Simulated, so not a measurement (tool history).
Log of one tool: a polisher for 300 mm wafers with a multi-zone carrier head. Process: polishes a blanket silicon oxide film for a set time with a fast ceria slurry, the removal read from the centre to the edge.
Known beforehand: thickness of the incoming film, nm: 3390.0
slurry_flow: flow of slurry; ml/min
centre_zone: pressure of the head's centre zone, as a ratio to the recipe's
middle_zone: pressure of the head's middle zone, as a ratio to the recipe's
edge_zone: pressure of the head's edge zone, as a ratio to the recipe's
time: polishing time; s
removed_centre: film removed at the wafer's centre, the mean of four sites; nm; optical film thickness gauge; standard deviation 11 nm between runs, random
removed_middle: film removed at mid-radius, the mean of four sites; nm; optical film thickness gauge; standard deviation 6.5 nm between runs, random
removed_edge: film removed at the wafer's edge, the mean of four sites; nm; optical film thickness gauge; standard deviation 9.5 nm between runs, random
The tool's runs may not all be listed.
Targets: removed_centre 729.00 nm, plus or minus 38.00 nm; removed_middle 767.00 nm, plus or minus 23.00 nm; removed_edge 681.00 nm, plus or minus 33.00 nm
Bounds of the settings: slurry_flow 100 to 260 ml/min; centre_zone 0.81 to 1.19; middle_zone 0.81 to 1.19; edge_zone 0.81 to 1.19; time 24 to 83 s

run,hour,slurry_flow,centre_zone,middle_zone,edge_zone,time,removed_centre,removed_middle,removed_edge
1,0.0,165,1.00,1.00,1.00,53,1473.60,1327.10,1339.10
2,6.0,155,0.98,1.01,0.97,47,1264.70,1181.30,1161.50
3,15.0,150,0.97,1.02,0.95,42,1111.60,1053.10,1039.00
4,22.9,130,0.97,1.02,0.95,42,1085.50,1026.90,1000.20
5,31.9,130,0.97,1.02,0.95,55,1433.90,1338.70,1309.10
6,39.1,130,1.05,1.02,0.95,55,1578.70,1318.40,1331.00
7,43.7,130,1.02,1.03,0.93,49,1313.70,1207.00,1174.30
8,48.6,130,1.02,1.04,0.91,44,1175.80,1080.90,1032.20
9,54.2,130,1.01,1.04,0.89,41,1094.90,1016.30,952.55
10,59.7,130,0.99,1.04,0.88,38,1000.20,937.88,850.58
11,68.3,125,0.96,1.03,0.88,37,941.48,903.00,846.78
12,74.9,125,0.96,1.03,0.88,37,922.12,898.99,854.40
13,75.8,130,0.95,1.04,0.87,35,900.64,871.52,767.08
14,81.1,125,0.93,1.03,0.87,35,860.92,840.91,772.42
15,89.6,120,0.91,1.03,0.86,35,835.07,846.59,761.36
# hour 97.9: centre zone pressure recalibrated
16,97.9,120,0.90,1.02,0.85,35,740.20,841.62,790.04
17,105.4,120,0.91,1.02,0.85,34,732.06,815.92,754.19
18,112.6,115,0.97,1.03,0.81,30,680.11,706.95,635.28
19,117.1,120,0.96,1.03,0.82,30,676.30,721.99,644.39
20,117.9,125,0.95,1.03,0.83,30,705.33,729.43,650.88
21,122.0,140,0.91,1.06,0.88,31,705.24,800.92,719.72

5 next moves are on the table. One of them brings every result within its allowed miss. Which?
A,126.1,160,0.86,1.06,0.86,29,?,?,?
B,126.1,150,0.81,1.02,0.93,32,?,?,?
C,126.1,100,1.01,1.09,0.86,32,?,?,?
D,126.1,120,0.89,0.96,0.92,34,?,?,?
E,126.1,135,0.88,1.02,0.85,34,?,?,?

move,removed_centre,removed_middle,removed_edge
A,639.66,774.26,661.62
B,654.40,816.12,749.87
C,720.06,771.53,669.01
D,718.43,779.83,763.41
E,735.76,846.37,751.76
A: brings the last run's worst result on target, with another outside its allowed miss
B: misses by more than the last run did
C: every result within its allowed miss
D: brings the last run's worst result on target, with another outside its allowed miss
E: misses by more than the last run did
Move C is the one to make.
